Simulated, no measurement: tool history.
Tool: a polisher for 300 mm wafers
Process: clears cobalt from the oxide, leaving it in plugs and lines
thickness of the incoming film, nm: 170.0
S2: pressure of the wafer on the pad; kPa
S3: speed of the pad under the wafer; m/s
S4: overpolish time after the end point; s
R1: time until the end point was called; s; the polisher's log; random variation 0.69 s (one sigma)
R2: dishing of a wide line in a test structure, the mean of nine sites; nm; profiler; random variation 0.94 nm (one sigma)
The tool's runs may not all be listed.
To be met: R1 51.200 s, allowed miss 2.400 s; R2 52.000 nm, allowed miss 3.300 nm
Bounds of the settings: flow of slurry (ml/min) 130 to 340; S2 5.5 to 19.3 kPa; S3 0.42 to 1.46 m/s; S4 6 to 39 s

run 1 hour=0.0 | flow_of_slurry_(ml/min)=220 S2=12.4 S3=0.94 S4=20 | R1=38.447 R2=46.318
run 2 hour=1.5 | flow_of_slurry_(ml/min)=220 S2=12.4 S3=0.94 S4=12 | R1=38.724 R2=34.951
run 3 hour=7.7 | flow_of_slurry_(ml/min)=220 S2=12.4 S3=1.06 S4=12 | R1=34.055 R2=38.294
run 4 hour=14.2 | flow_of_slurry_(ml/min)=170 S2=12.4 S3=1.06 S4=12 | R1=35.891 R2=36.372
run 5 hour=22.8 | flow_of_slurry_(ml/min)=170 S2=11.0 S3=1.06 S4=17 | R1=36.170 R2=42.402
run 6 hour=23.6 | flow_of_slurry_(ml/min)=170 S2=9.7 S3=1.02 S4=20 | R1=42.313 R2=44.654
run 7 hour=27.6 | flow_of_slurry_(ml/min)=170 S2=9.0 S3=1.02 S4=22 | R1=42.492 R2=45.992
run 8 hour=33.5 | flow_of_slurry_(ml/min)=170 S2=8.3 S3=1.02 S4=24 | R1=44.831 R2=47.619
run 9 hour=34.7 | flow_of_slurry_(ml/min)=170 S2=7.6 S3=1.02 S4=25 | R1=47.648 R2=46.654
run 10 hour=35.4 | flow_of_slurry_(ml/min)=170 S2=7.6 S3=1.02 S4=26 | R1=47.243 R2=45.958
run 11 hour=37.0 | flow_of_slurry_(ml/min)=170 S2=7.6 S3=1.02 S4=28 | R1=46.514 R2=46.685

Which of these 4 next moves meets every target?
run A hour=38.6 | flow_of_slurry_(ml/min)=180 S2=6.9 S3=1.10 S4=25 | R1=? R2=?
run B hour=38.6 | flow_of_slurry_(ml/min)=205 S2=9.7 S3=1.08 S4=24 | R1=? R2=?
run C hour=38.6 | flow_of_slurry_(ml/min)=150 S2=7.6 S3=1.10 S4=25 | R1=? R2=?
run D hour=38.6 | flow_of_slurry_(ml/min)=150 S2=6.9 S3=1.00 S4=37 | R1=? R2=?

move=A R1=45.596 R2=47.201
move=B R1=38.511 R2=49.657
move=C R1=44.474 R2=47.685
move=D R1=51.098 R2=52.542
A: further off than the last run
B: further off than the last run
C: further off than the last run
D: meets every target
Move D is the one to make.

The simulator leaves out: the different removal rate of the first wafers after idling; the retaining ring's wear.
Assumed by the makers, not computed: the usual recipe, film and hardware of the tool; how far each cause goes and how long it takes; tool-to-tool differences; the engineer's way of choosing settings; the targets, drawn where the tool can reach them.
